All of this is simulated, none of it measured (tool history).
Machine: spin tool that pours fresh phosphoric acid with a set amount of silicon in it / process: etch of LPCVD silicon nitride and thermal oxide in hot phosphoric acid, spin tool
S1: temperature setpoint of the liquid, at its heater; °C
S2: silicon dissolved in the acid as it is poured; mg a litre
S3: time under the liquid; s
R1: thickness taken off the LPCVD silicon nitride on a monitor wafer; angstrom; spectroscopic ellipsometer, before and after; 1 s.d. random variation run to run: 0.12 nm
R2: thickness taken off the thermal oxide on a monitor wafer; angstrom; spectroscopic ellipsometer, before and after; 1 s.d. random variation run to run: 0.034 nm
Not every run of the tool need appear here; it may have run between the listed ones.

run	hour	S1	S2	S3	R1	R2
1	0.0	160.0	10.5	180	155.46	3.8639
2	1.9	158.0	10.5	180	147.55	3.2021
3	8.8	159.0	10.0	185	154.66	3.5475
4	11.6	159.0	16.0	185	156.04	3.0568
5	15.9	161.0	16.0	185	166.92	3.4102
# hour 21.3: dissolved silicon flow meter replaced
6	21.3	161.0	12.5	185	165.52	3.8499

Run 7 is up next; what results do you expect?
7	30.2	161.5	11.0	185	?	?

R1: 171.83 angstrom
R2: 5.0262 angstrom
